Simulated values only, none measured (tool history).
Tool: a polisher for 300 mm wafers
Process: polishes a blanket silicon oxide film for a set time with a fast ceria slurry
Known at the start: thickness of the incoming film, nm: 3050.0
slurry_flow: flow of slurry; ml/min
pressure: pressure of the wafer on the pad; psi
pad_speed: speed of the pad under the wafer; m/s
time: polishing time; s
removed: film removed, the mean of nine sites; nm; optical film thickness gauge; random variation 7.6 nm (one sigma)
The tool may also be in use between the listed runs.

run 1 hour=0.0 | slurry_flow=170 pressure=3.2 pad_speed=0.94 time=39 | removed=787.05
run 2 hour=4.5 | slurry_flow=170 pressure=3.2 pad_speed=0.76 time=39 | removed=669.48
run 3 hour=12.3 | slurry_flow=180 pressure=3.6 pad_speed=0.76 time=39 | removed=734.36
run 4 hour=17.9 | slurry_flow=180 pressure=4.0 pad_speed=0.76 time=39 | removed=783.65
run 5 hour=18.5 | slurry_flow=180 pressure=4.0 pad_speed=0.56 time=39 | removed=635.21
run 6 hour=24.9 | slurry_flow=145 pressure=4.0 pad_speed=0.56 time=39 | removed=607.97
run 7 hour=32.1 | slurry_flow=170 pressure=4.3 pad_speed=0.62 time=39 | removed=705.40
run 8 hour=34.9 | slurry_flow=190 pressure=4.5 pad_speed=0.68 time=39 | removed=795.32
run 9 hour=40.5 | slurry_flow=200 pressure=4.7 pad_speed=0.72 time=39 | removed=868.65
run 10 hour=48.8 | slurry_flow=205 pressure=4.8 pad_speed=0.76 time=39 | removed=938.14

The next listed run, before its measurement:
run 11 hour=49.7 | slurry_flow=210 pressure=4.9 pad_speed=0.78 time=39 | removed=?

removed: 959.52 nm
